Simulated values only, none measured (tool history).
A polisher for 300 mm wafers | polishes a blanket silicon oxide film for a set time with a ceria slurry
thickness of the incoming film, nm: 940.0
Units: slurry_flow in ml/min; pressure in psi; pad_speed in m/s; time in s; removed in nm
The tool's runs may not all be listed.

run,hour,slurry_flow,pressure,pad_speed,time,removed
1,0,210,4,1.28,29,173.22
2,6.4,230,4,1.28,29,176.37
3,12.8,235,4.1,1.28,29,180.22
4,15.7,235,4.1,1.28,26,163.02
5,16.9,255,4.1,1.28,26,161.74
6,18.2,255,4.9,1.28,26,195.04
7,26,255,5,1.28,26,198.08
8,32.9,255,5.1,1.28,26,201.4
9,36.9,255,5.2,1.28,26,205.69
10,38.5,255,5.3,1.28,26,209.3
11,46.5,255,5.4,1.28,26,214.27

Forecast run 12:
12,51.6,280,6,1.28,26,?

{"run 12": {"removed": 239.45}}
